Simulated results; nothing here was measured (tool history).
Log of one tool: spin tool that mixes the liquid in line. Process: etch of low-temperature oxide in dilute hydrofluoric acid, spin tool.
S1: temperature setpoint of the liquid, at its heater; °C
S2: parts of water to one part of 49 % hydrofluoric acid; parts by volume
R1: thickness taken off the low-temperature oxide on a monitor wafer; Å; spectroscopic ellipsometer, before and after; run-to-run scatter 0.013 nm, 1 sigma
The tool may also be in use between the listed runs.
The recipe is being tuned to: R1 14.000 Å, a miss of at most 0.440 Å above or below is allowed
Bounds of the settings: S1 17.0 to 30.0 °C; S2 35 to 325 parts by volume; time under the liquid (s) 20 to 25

run 1 day=0.000 | S1=22.0 S2=180 time_under_the_liquid_(s)=25 | R1=24.139
run 2 day=0.317 | S1=21.0 S2=190 time_under_the_liquid_(s)=25 | R1=21.691
run 3 day=0.512 | S1=20.5 S2=200 time_under_the_liquid_(s)=25 | R1=20.129
run 4 day=0.554 | S1=23.5 S2=200 time_under_the_liquid_(s)=25 | R1=22.803
run 5 day=0.646 | S1=22.5 S2=205 time_under_the_liquid_(s)=25 | R1=21.098
run 6 day=0.921 | S1=22.5 S2=170 time_under_the_liquid_(s)=25 | R1=25.868
run 7 day=1.138 | S1=21.5 S2=185 time_under_the_liquid_(s)=25 | R1=22.921
run 8 day=1.171 | S1=20.5 S2=195 time_under_the_liquid_(s)=25 | R1=20.588
run 9 day=1.425 | S1=20.0 S2=205 time_under_the_liquid_(s)=25 | R1=18.921
run 10 day=1.471 | S1=19.5 S2=210 time_under_the_liquid_(s)=25 | R1=18.514
run 11 day=1.792 | S1=19.0 S2=215 time_under_the_liquid_(s)=25 | R1=17.337

Next run, 4 choices. One meets every target within its allowed miss, the rest don't. Which?
run A day=2.112 | S1=23.0 S2=270 time_under_the_liquid_(s)=25 | R1=?
run B day=2.112 | S1=18.5 S2=170 time_under_the_liquid_(s)=25 | R1=?
run C day=2.112 | S1=19.0 S2=215 time_under_the_liquid_(s)=20 | R1=?
run D day=2.112 | S1=19.0 S2=195 time_under_the_liquid_(s)=25 | R1=?

move=A R1=15.190
move=B R1=22.438
move=C R1=13.862
move=D R1=19.473
A: nearer than the last run, and not there yet
B: lands further from the targets than the last run did
C: in spec on every target
D: lands further from the targets than the last run did
So the answer is move C, the one that meets all the targets.
